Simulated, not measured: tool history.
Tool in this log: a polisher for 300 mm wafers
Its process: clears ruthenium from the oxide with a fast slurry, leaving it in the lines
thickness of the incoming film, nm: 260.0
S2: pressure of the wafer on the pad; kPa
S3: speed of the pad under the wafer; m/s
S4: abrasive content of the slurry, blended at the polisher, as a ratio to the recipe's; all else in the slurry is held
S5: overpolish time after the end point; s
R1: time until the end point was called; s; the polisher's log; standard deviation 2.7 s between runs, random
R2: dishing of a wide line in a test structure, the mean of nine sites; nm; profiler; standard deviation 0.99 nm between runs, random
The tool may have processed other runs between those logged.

{"run": 1, "hour": 0.0, "flow of slurry (ml/min)": 305, "S2": 15.2, "S3": 1.12, "S4": 1.0, "S5": 21, "R1": 60.918, "R2": 59.319}
{"run": 2, "hour": 1.3, "flow of slurry (ml/min)": 305, "S2": 18.6, "S3": 1.12, "S4": 1.0, "S5": 21, "R1": 50.643, "R2": 68.768}
{"run": 3, "hour": 2.6, "flow of slurry (ml/min)": 305, "S2": 18.6, "S3": 1.12, "S4": 0.85, "S5": 21, "R1": 54.248, "R2": 67.272}
{"run": 4, "hour": 7.9, "flow of slurry (ml/min)": 305, "S2": 15.2, "S3": 1.0, "S4": 0.8, "S5": 23, "R1": 75.175, "R2": 52.379}
{"run": 5, "hour": 16.5, "flow of slurry (ml/min)": 270, "S2": 15.2, "S3": 1.0, "S4": 0.8, "S5": 23, "R1": 79.213, "R2": 53.769}
{"run": 6, "hour": 19.4, "flow of slurry (ml/min)": 240, "S2": 15.2, "S3": 1.0, "S4": 0.8, "S5": 23, "R1": 78.48, "R2": 52.211}
{"run": 7, "hour": 20.9, "flow of slurry (ml/min)": 240, "S2": 12.4, "S3": 0.96, "S4": 0.8, "S5": 26, "R1": 98.977, "R2": 48.997}
{"run": 8, "hour": 25.3, "flow of slurry (ml/min)": 240, "S2": 11.0, "S3": 0.94, "S4": 0.8, "S5": 27, "R1": 112.12, "R2": 45.105}
{"run": 9, "hour": 34.0, "flow of slurry (ml/min)": 240, "S2": 10.3, "S3": 0.94, "S4": 0.8, "S5": 28, "R1": 119.44, "R2": 44.108}

Run 10, settings as shown, results not yet in. Your forecast:
{"run": 10, "hour": 37.8, "flow of slurry (ml/min)": 240, "S2": 9.7, "S3": 0.94, "S4": 0.8, "S5": 29, "R1": "?", "R2": "?"}

Run 10 produced R1 127.750 s, R2 41.917 nm.
